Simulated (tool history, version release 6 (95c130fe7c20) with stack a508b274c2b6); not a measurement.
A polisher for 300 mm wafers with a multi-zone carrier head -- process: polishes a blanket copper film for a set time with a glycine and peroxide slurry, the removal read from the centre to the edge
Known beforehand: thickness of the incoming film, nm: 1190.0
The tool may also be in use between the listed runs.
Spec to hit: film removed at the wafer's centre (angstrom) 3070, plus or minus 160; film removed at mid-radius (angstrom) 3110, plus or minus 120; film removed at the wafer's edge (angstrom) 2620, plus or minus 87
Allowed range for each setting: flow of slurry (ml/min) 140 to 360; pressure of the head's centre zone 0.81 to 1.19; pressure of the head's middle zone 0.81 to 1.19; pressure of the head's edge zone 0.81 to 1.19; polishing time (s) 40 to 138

run  hour  flow of slurry (ml/min)  pressure of the head's centre zone  pressure of the head's middle zone  pressure of the head's edge zone  polishing time (s)  film removed at the wafer's centre (angstrom)  film removed at mid-radius (angstrom)  film removed at the wafer's edge (angstrom)
  1     0                      230                                   1                                   1                                 1                  88                                         3607.4                                 3740.9                                       3712.3
  2   7.4                      230                                1.02                                1.01                              0.97                  84                                         3492.2                                 3629.5                                       3486.1
  3    13                      230                                1.04                                1.02                              0.95                  81                                         3500.4                                 3493.9                                         3312
  4  19.9                      230                                1.04                                1.03                              0.93                  79                                         3386.3                                 3459.9                                       3233.5
  5  22.9                      180                                1.04                                1.03                              0.93                  79                                         3281.3                                 3345.2                                       3106.4
  6  24.6                      175                                1.05                                1.04                              0.91                  78                                         3338.7                                 3351.1                                       3075.6
  7  25.3                      195                                1.08                                1.12                              0.83                  62                                         2718.6                                 2868.3                                         2361
  8  30.6                      200                                1.09                                1.12                              0.85                  63                                         2825.6                                 2939.1                                       2484.2
  9    37                      205                                 1.1                                1.13                              0.85                  63                                         2872.9                                 2922.4                                       2396.4
 10  44.1                      205                                 1.1                                1.13                              0.86                  64                                         2902.1                                 2953.6                                       2491.1
 11  51.4                      205                                 1.1                                1.14                              0.87                  64                                         2892.7                                   3009                                       2504.7

Of the 5 settings listed for the next run, only one would bring every result within its allowed miss of target. Which one?
  A  58.7                      200                                1.08                                1.18                              0.87                  60                                              ?                                      ?                                            ?
  B  58.7                      190                                1.03                                1.19                              0.86                  62                                              ?                                      ?                                            ?
  C  58.7                      190                                1.13                                1.15                               0.9                  66                                              ?                                      ?                                            ?
  D  58.7                      190                                 1.1                                1.15                              0.87                  63                                              ?                                      ?                                            ?
  E  58.7                      165                                0.99                                1.03                              0.98                  69                                              ?                                      ?                                            ?

move  film removed at the wafer's centre (angstrom)  film removed at mid-radius (angstrom)  film removed at the wafer's edge (angstrom)
   A                                         2684.6                                 2873.1                                       2351.1
   B                                         2632.2                                 2978.4                                       2408.7
   C                                         3075.2                                 3076.5                                         2619
   D                                         2856.9                                 2937.2                                       2461.6
   E                                         2773.6                                 2893.4                                       2828.2
A: moves away from the targets compared with the last run
B: moves away from the targets compared with the last run
C: every result within its allowed miss
D: moves away from the targets compared with the last run
E: carries the result that was furthest off beyond its target, to the other side
So the answer is move C, the one that meets all the targets.
